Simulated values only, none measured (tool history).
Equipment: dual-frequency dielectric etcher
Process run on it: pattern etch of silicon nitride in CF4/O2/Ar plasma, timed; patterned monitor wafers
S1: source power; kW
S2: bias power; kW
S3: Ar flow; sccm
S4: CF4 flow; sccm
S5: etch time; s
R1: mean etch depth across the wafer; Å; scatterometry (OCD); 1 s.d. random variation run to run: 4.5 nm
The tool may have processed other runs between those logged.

run    day     S1     S2  S3   S4     S5       R1
  1  0.000  0.510  0.047  84  101  633.5  12730.0
  2  0.217  0.460  0.043  86   99  633.5  10931.0
  3  0.279  0.460  0.051  86   99  633.5  11762.0
  4  0.362  0.460  0.051  94   99  633.5  11643.0
  5  0.458  0.460  0.059  94   99  633.5  12462.0
  6  0.650  0.420  0.054  96   97  633.5  10797.0
  7  0.867  0.390  0.052  97   96  633.5   9700.1

Run 8, settings as shown, results not yet in. Your forecast:
  8  1.225  0.370  0.051  97  96  633.5   ?

{"run 8": {"R1": 9133.9}}
